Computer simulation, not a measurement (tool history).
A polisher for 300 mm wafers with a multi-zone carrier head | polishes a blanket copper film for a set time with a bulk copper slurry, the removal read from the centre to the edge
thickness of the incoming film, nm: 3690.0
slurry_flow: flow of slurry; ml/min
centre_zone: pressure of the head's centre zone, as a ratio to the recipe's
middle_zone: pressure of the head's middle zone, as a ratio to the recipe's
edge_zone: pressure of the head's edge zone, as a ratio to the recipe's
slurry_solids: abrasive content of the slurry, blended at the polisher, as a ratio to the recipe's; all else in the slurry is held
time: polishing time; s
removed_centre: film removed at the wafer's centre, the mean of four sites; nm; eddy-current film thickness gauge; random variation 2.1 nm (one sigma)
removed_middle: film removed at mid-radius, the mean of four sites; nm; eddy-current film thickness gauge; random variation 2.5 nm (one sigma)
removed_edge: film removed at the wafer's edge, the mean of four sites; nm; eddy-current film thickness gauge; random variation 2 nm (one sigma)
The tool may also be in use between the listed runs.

run	hour	slurry_flow	centre_zone	middle_zone	edge_zone	slurry_solids	time	removed_centre	removed_middle	removed_edge
1	0	200	1	1	1	1	43	316.47	323.71	320.7
2	6.5	200	1	1	1.06	1	43	315.93	318.75	325
3	10.4	200	1	0.99	1.04	0.9	39	271.37	275.94	279.72
4	13.3	200	1.01	0.97	1.02	0.8	38	265.25	254.95	262.47
5	18.9	200	1.01	0.97	1.02	0.8	47	327.45	313.14	327.65
6	23.5	200	1	0.96	1	0.75	44	297.95	293.75	295.58
7	26.2	155	0.98	0.86	0.96	0.5	32	168.21	154.61	171.2

The next listed run, before its measurement:
8	34.8	180	0.98	0.88	0.96	0.5	32	?	?	?

Run 8 gave removed_centre 172.46 nm, removed_middle 162.7 nm, removed_edge 172.85 nm.

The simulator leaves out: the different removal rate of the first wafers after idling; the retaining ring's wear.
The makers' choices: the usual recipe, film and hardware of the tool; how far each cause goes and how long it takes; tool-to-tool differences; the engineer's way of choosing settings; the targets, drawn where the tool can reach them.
